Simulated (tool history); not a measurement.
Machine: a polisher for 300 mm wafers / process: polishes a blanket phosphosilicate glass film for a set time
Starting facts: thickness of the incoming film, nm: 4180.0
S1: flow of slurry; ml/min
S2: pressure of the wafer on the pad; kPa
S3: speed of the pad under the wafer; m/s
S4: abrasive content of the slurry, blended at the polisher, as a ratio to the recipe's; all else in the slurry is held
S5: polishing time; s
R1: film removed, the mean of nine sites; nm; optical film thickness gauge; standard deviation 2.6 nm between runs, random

run 1 hour=0 | S1=160 S2=29 S3=0.82 S4=1 S5=33 | R1=378.77
run 2 hour=6.2 | S1=160 S2=24.1 S3=0.8 S4=1 S5=33 | R1=301.93
run 3 hour=7.1 | S1=160 S2=24.1 S3=0.8 S4=0.9 S5=33 | R1=301.12
run 4 hour=14.4 | S1=160 S2=24.1 S3=0.8 S4=0.75 S5=33 | R1=276.41
run 5 hour=17 | S1=160 S2=24.1 S3=0.8 S4=0.75 S5=33 | R1=284.7
run 6 hour=20.6 | S1=160 S2=29 S3=0.8 S4=0.75 S5=33 | R1=341.12
run 7 hour=25.6 | S1=155 S2=20.7 S3=0.76 S4=0.75 S5=33 | R1=233.09

Run 8 comes next. What will it give?
run 8 hour=29.1 | S1=155 S2=19.3 S3=0.76 S4=0.75 S5=33 | R1=?

{"run 8": {"R1": 210.83}}
